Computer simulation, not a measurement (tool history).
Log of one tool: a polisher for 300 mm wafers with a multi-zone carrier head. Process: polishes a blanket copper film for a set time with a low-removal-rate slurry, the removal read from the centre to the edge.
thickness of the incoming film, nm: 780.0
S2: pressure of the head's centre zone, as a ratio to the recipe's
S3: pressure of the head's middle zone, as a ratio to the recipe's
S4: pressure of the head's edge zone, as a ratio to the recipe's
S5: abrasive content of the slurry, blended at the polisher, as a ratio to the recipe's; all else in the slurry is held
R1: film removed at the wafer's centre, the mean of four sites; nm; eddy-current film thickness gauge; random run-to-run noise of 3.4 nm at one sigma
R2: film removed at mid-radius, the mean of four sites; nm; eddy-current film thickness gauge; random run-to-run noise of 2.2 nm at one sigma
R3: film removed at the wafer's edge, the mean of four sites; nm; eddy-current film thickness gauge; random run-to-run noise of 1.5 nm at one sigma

{"run": 1, "hour": 0.0, "flow of slurry (ml/min)": 290, "S2": 1, "S3": 1, "S4": 1, "S5": 1, "polishing time (s)": 84, "R1": 146.45, "R2": 143.51, "R3": 145.67}
{"run": 2, "hour": 1.5, "flow of slurry (ml/min)": 290, "S2": 1, "S3": 1, "S4": 1, "S5": 0.9, "polishing time (s)": 84, "R1": 144.24, "R2": 141.25, "R3": 143.54}
{"run": 3, "hour": 4.7, "flow of slurry (ml/min)": 290, "S2": 1, "S3": 1, "S4": 1, "S5": 1, "polishing time (s)": 84, "R1": 147.5, "R2": 143.45, "R3": 146.16}
{"run": 4, "hour": 6.0, "flow of slurry (ml/min)": 295, "S2": 1.03, "S3": 0.99, "S4": 1.03, "S5": 1.1, "polishing time (s)": 88, "R1": 162.33, "R2": 150.2, "R3": 160.52}
{"run": 5, "hour": 11.8, "flow of slurry (ml/min)": 345, "S2": 1.03, "S3": 0.99, "S4": 1.03, "S5": 1.1, "polishing time (s)": 88, "R1": 166.18, "R2": 153.73, "R3": 160.32}
{"run": 6, "hour": 17.1, "flow of slurry (ml/min)": 345, "S2": 1.03, "S3": 0.99, "S4": 1.03, "S5": 0.9, "polishing time (s)": 88, "R1": 156.69, "R2": 147.51, "R3": 154.81}
{"run": 7, "hour": 19.4, "flow of slurry (ml/min)": 345, "S2": 1.06, "S3": 0.99, "S4": 1.05, "S5": 1, "polishing time (s)": 91, "R1": 173.79, "R2": 157.99, "R3": 165.82}
{"run": 8, "hour": 20.3, "flow of slurry (ml/min)": 345, "S2": 1.08, "S3": 0.99, "S4": 1.07, "S5": 1.1, "polishing time (s)": 93, "R1": 181.34, "R2": 161.32, "R3": 172.25}
{"run": 9, "hour": 23.6, "flow of slurry (ml/min)": 350, "S2": 1.1, "S3": 0.98, "S4": 1.08, "S5": 1.2, "polishing time (s)": 96, "R1": 191.73, "R2": 169.36, "R3": 179.82}

Run 10 is up next; what results do you expect?
{"run": 10, "hour": 24.6, "flow of slurry (ml/min)": 355, "S2": 1.12, "S3": 0.96, "S4": 1.09, "S5": 1.25, "polishing time (s)": 99, "R1": "?", "R2": "?", "R3": "?"}

R1: 208.39 nm
R2: 173.91 nm
R3: 189.06 nm
